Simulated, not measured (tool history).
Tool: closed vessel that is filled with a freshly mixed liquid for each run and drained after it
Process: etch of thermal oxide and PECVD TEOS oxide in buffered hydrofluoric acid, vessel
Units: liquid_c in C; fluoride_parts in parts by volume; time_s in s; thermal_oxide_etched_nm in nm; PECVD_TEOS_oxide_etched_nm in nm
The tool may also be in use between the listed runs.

| run | hour | liquid_c | fluoride_parts | time_s | thermal_oxide_etched_nm | PECVD_TEOS_oxide_etched_nm |
|---|---|---|---|---|---|---|
| 1 | 0.0 | 22.0 | 9.5 | 60 | 58.803 | 105.380 |
| 2 | 7.3 | 22.0 | 12.5 | 60 | 45.783 | 81.508 |
| 3 | 9.8 | 24.5 | 12.0 | 60 | 55.239 | 98.756 |
| 4 | 13.4 | 26.5 | 11.5 | 60 | 63.774 | 114.690 |
| 5 | 18.5 | 27.5 | 11.0 | 60 | 70.104 | 125.290 |
| 6 | 24.3 | 28.5 | 11.0 | 60 | 74.092 | 131.770 |
| 7 | 33.0 | 29.0 | 11.0 | 60 | 76.016 | 135.380 |

The next listed run, before its measurement:
| 8 | 37.4 | 29.5 | 11.0 | 60 | ? | ? |

thermal_oxide_etched_nm: 78.014 nm
PECVD_TEOS_oxide_etched_nm: 139.820 nm

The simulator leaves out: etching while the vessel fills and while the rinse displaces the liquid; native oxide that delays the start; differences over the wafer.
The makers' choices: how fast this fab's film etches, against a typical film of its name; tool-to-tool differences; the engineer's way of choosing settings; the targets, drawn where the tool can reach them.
